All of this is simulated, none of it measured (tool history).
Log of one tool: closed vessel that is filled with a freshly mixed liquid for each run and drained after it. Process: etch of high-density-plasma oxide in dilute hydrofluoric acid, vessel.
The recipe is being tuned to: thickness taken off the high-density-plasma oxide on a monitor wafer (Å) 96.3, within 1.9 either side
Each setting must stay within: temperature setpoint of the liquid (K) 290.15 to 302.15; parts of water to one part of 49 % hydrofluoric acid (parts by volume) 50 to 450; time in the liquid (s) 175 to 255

| run | day | temperature setpoint of the liquid (K) | parts of water to one part of 49 % hydrofluoric acid (parts by volume) | time in the liquid (s) | thickness taken off the high-density-plasma oxide on a monitor wafer (Å) |
|---|---|---|---|---|---|
| 1 | 0 | 294.15 | 250 | 255 | 54.337 |
| 2 | 0.346 | 292.65 | 250 | 255 | 51.923 |
| 3 | 0.442 | 292.65 | 290 | 255 | 42.606 |
| 4 | 0.712 | 295.15 | 260 | 255 | 53.877 |
| 5 | 1.042 | 297.15 | 240 | 255 | 63.421 |
| 6 | 1.379 | 297.15 | 240 | 255 | 63.615 |
| 7 | 1.621 | 298.65 | 225 | 255 | 72.787 |
| 8 | 1.696 | 299.65 | 215 | 255 | 79.457 |
| 9 | 1.767 | 300.15 | 210 | 255 | 83.428 |
| 10 | 2.046 | 300.65 | 205 | 255 | 86.819 |
| 11 | 2.067 | 301.15 | 200 | 255 | 92.467 |
| 12 | 2.421 | 301.65 | 200 | 255 | 93.555 |

Consider the 4 candidate settings below. Which is the only one whose results all fall within their allowed miss of target?
| A | 2.775 | 297.15 | 180 | 255 | ? |
| B | 2.775 | 302.15 | 205 | 255 | ? |
| C | 2.775 | 300.65 | 190 | 255 | ? |
| D | 2.775 | 302.15 | 210 | 255 | ? |

| move | thickness taken off the high-density-plasma oxide on a monitor wafer (Å) |
|---|---|
| A | 90.557 |
| B | 92.182 |
| C | 96.17 |
| D | 89.435 |
A: moves away from the targets compared with the last run
B: moves away from the targets compared with the last run
C: each result inside its tolerance
D: moves away from the targets compared with the last run
The move that meets every target is C.

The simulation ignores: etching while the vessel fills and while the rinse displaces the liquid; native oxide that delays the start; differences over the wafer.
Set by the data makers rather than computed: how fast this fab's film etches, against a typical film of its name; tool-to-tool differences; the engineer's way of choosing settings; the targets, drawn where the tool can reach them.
